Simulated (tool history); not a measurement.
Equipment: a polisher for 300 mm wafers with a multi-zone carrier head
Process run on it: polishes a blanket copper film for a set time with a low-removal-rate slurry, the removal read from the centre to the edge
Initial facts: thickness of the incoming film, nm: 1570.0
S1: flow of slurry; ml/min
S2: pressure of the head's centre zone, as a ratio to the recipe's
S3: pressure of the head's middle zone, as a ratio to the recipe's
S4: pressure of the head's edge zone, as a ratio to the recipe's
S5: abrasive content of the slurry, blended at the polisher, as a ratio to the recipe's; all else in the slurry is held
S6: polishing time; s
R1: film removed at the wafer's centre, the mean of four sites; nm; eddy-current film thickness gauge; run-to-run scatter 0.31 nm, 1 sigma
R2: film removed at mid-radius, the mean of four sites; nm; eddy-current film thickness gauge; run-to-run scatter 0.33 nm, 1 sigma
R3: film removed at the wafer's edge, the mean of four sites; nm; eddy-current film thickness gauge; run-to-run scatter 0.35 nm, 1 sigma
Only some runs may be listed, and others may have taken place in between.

{"run": 1, "day": 0.0, "S1": 215, "S2": 1, "S3": 1, "S4": 1, "S5": 1, "S6": 31, "R1": 53.967, "R2": 51.515, "R3": 51.597}
{"run": 2, "day": 0.117, "S1": 270, "S2": 1, "S3": 1, "S4": 1, "S5": 1, "S6": 31, "R1": 55.618, "R2": 53.07, "R3": 53.327}
{"run": 3, "day": 0.383, "S1": 270, "S2": 1, "S3": 1, "S4": 1, "S5": 1.15, "S6": 31, "R1": 58.075, "R2": 56.08, "R3": 56.033}
{"run": 4, "day": 0.642, "S1": 250, "S2": 0.95, "S3": 1, "S4": 1.01, "S5": 1, "S6": 30, "R1": 49.959, "R2": 51.676, "R3": 51.243}
{"run": 5, "day": 0.888, "S1": 250, "S2": 0.95, "S3": 1, "S4": 1.01, "S5": 1, "S6": 35, "R1": 59.118, "R2": 59.553, "R3": 59.512}
{"run": 6, "day": 1.212, "S1": 235, "S2": 0.91, "S3": 0.98, "S4": 1.02, "S5": 0.85, "S6": 33, "R1": 50.489, "R2": 52.639, "R3": 53.228}
{"run": 7, "day": 1.542, "S1": 235, "S2": 0.91, "S3": 0.98, "S4": 1.02, "S5": 0.85, "S6": 33, "R1": 50.698, "R2": 52.367, "R3": 53.187}
{"run": 8, "day": 1.817, "S1": 225, "S2": 0.88, "S3": 0.98, "S4": 1.04, "S5": 0.75, "S6": 32, "R1": 44.858, "R2": 47.875, "R3": 49.979}
{"run": 9, "day": 2.088, "S1": 210, "S2": 0.86, "S3": 0.98, "S4": 1.03, "S5": 0.7, "S6": 31, "R1": 40.891, "R2": 45.462, "R3": 46.392}
{"run": 10, "day": 2.312, "S1": 195, "S2": 0.85, "S3": 0.97, "S4": 1.03, "S5": 0.65, "S6": 31, "R1": 39.543, "R2": 43.492, "R3": 45.443}
{"run": 11, "day": 2.671, "S1": 185, "S2": 0.84, "S3": 0.97, "S4": 1.02, "S5": 0.6, "S6": 31, "R1": 36.881, "R2": 41.604, "R3": 43.653}
{"run": 12, "day": 3.017, "S1": 175, "S2": 0.84, "S3": 0.97, "S4": 1, "S5": 0.6, "S6": 31, "R1": 36.46, "R2": 41.116, "R3": 42.901}
{"run": 13, "day": 3.058, "S1": 165, "S2": 0.84, "S3": 0.97, "S4": 0.99, "S5": 0.6, "S6": 31, "R1": 35.773, "R2": 40.758, "R3": 42.2}

What will run 14 give?
{"run": 14, "day": 3.308, "S1": 140, "S2": 0.82, "S3": 0.93, "S4": 0.95, "S5": 0.55, "S6": 31, "R1": "?", "R2": "?", "R3": "?"}

R1: 32.329 nm
R2: 36.5 nm
R3: 39.053 nm

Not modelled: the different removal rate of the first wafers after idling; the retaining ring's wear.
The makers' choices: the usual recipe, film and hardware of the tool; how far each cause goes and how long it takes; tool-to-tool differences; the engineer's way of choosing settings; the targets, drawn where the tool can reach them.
